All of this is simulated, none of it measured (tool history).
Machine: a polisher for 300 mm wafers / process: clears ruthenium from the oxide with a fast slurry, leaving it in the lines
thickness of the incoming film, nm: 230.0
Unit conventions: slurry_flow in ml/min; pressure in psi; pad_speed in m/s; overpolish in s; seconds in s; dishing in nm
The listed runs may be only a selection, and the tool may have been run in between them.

{"run": 1, "hour": 0.0, "slurry_flow": 210, "pressure": 1.8, "pad_speed": 1.14, "slurry_solids": 1.0, "overpolish": 20, "seconds": 89.242, "dishing": 38.344}
{"run": 2, "hour": 4.5, "slurry_flow": 210, "pressure": 2.0, "pad_speed": 1.14, "slurry_solids": 1.0, "overpolish": 16, "seconds": 79.948, "dishing": 34.674}
{"run": 3, "hour": 7.1, "slurry_flow": 210, "pressure": 1.8, "pad_speed": 1.14, "slurry_solids": 1.0, "overpolish": 16, "seconds": 89.325, "dishing": 34.255}
{"run": 4, "hour": 15.3, "slurry_flow": 210, "pressure": 2.1, "pad_speed": 1.14, "slurry_solids": 1.0, "overpolish": 16, "seconds": 76.976, "dishing": 37.894}
{"run": 5, "hour": 23.5, "slurry_flow": 185, "pressure": 2.1, "pad_speed": 1.14, "slurry_solids": 1.0, "overpolish": 16, "seconds": 76.572, "dishing": 35.966}
{"run": 6, "hour": 30.7, "slurry_flow": 175, "pressure": 2.3, "pad_speed": 1.14, "slurry_solids": 1.0, "overpolish": 13, "seconds": 70.744, "dishing": 32.338}
{"run": 7, "hour": 37.3, "slurry_flow": 175, "pressure": 2.4, "pad_speed": 1.14, "slurry_solids": 1.0, "overpolish": 11, "seconds": 65.541, "dishing": 28.912}
{"run": 8, "hour": 38.6, "slurry_flow": 180, "pressure": 2.5, "pad_speed": 1.14, "slurry_solids": 1.0, "overpolish": 11, "seconds": 66.372, "dishing": 30.702}

Run 9, settings as shown, results not yet in. Your forecast:
{"run": 9, "hour": 42.2, "slurry_flow": 150, "pressure": 2.7, "pad_speed": 1.32, "slurry_solids": 1.0, "overpolish": 6, "seconds": "?", "dishing": "?"}

{"run 9": {"seconds": 54.186, "dishing": 20.419}}
